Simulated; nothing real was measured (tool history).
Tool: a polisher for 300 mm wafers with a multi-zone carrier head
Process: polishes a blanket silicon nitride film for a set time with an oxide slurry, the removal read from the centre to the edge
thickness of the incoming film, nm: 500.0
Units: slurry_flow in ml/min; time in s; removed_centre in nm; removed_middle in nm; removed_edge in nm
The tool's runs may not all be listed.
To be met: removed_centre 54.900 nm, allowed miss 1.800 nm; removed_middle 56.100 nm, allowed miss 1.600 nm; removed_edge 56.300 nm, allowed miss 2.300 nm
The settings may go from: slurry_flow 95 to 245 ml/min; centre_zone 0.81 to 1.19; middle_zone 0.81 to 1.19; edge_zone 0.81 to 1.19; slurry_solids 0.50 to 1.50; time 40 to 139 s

{"run": 1, "hour": 0.0, "slurry_flow": 155, "centre_zone": 1.0, "middle_zone": 1.0, "edge_zone": 1.0, "slurry_solids": 1.0, "time": 89, "removed_centre": 45.61, "removed_middle": 45.405, "removed_edge": 44.964}
{"run": 2, "hour": 7.0, "slurry_flow": 170, "centre_zone": 1.01, "middle_zone": 1.02, "edge_zone": 1.04, "slurry_solids": 1.05, "time": 89, "removed_centre": 47.417, "removed_middle": 48.18, "removed_edge": 48.276}
{"run": 3, "hour": 7.9, "slurry_flow": 170, "centre_zone": 1.01, "middle_zone": 1.1, "edge_zone": 1.04, "slurry_solids": 1.05, "time": 89, "removed_centre": 47.851, "removed_middle": 51.191, "removed_edge": 46.75}
{"run": 4, "hour": 14.0, "slurry_flow": 185, "centre_zone": 1.02, "middle_zone": 1.09, "edge_zone": 1.07, "slurry_solids": 1.1, "time": 89, "removed_centre": 50.496, "removed_middle": 52.294, "removed_edge": 48.625}
{"run": 5, "hour": 21.0, "slurry_flow": 185, "centre_zone": 1.02, "middle_zone": 1.09, "edge_zone": 1.07, "slurry_solids": 1.1, "time": 109, "removed_centre": 61.964, "removed_middle": 63.327, "removed_edge": 58.903}
{"run": 6, "hour": 26.1, "slurry_flow": 170, "centre_zone": 1.01, "middle_zone": 1.07, "edge_zone": 1.06, "slurry_solids": 1.1, "time": 109, "removed_centre": 59.392, "removed_middle": 61.476, "removed_edge": 58.731}
{"run": 7, "hour": 31.1, "slurry_flow": 160, "centre_zone": 1.01, "middle_zone": 1.06, "edge_zone": 1.05, "slurry_solids": 1.1, "time": 109, "removed_centre": 57.498, "removed_middle": 60.782, "removed_edge": 57.372}
{"run": 8, "hour": 34.5, "slurry_flow": 155, "centre_zone": 1.01, "middle_zone": 1.04, "edge_zone": 1.05, "slurry_solids": 1.1, "time": 109, "removed_centre": 57.638, "removed_middle": 58.711, "removed_edge": 57.856}
{"run": 9, "hour": 41.3, "slurry_flow": 150, "centre_zone": 1.01, "middle_zone": 1.04, "edge_zone": 1.05, "slurry_solids": 1.1, "time": 109, "removed_centre": 57.806, "removed_middle": 58.772, "removed_edge": 57.757}
{"run": 10, "hour": 47.7, "slurry_flow": 145, "centre_zone": 1.01, "middle_zone": 1.04, "edge_zone": 1.05, "slurry_solids": 1.1, "time": 109, "removed_centre": 56.684, "removed_middle": 59.088, "removed_edge": 57.753}

5 next moves are on the table. One of them brings every result within its allowed miss. Which?
{"run": "A", "hour": 54.1, "slurry_flow": 145, "centre_zone": 0.94, "middle_zone": 1.0, "edge_zone": 1.16, "slurry_solids": 1.25, "time": 109, "removed_centre": "?", "removed_middle": "?", "removed_edge": "?"}
{"run": "B", "hour": 54.1, "slurry_flow": 155, "centre_zone": 0.91, "middle_zone": 1.0, "edge_zone": 1.07, "slurry_solids": 1.05, "time": 107, "removed_centre": "?", "removed_middle": "?", "removed_edge": "?"}
{"run": "C", "hour": 54.1, "slurry_flow": 140, "centre_zone": 1.0, "middle_zone": 1.02, "edge_zone": 1.08, "slurry_solids": 1.05, "time": 115, "removed_centre": "?", "removed_middle": "?", "removed_edge": "?"}
{"run": "D", "hour": 54.1, "slurry_flow": 160, "centre_zone": 0.97, "middle_zone": 1.08, "edge_zone": 1.04, "slurry_solids": 1.1, "time": 107, "removed_centre": "?", "removed_middle": "?", "removed_edge": "?"}
{"run": "E", "hour": 54.1, "slurry_flow": 175, "centre_zone": 0.97, "middle_zone": 0.97, "edge_zone": 1.01, "slurry_solids": 1.05, "time": 108, "removed_centre": "?", "removed_middle": "?", "removed_edge": "?"}

move=A removed_centre=54.787 removed_middle=59.052 removed_edge=62.883
move=B removed_centre=50.394 removed_middle=56.034 removed_edge=57.107
move=C removed_centre=58.111 removed_middle=59.700 removed_edge=60.680
move=D removed_centre=54.856 removed_middle=60.236 removed_edge=57.277
move=E removed_centre=55.660 removed_middle=56.666 removed_edge=57.047
A: further off than the last run
B: brings the result that was furthest off to its target, and leaves another outside
C: further off than the last run
D: further off than the last run
E: meets every target
Move E is the one to make.

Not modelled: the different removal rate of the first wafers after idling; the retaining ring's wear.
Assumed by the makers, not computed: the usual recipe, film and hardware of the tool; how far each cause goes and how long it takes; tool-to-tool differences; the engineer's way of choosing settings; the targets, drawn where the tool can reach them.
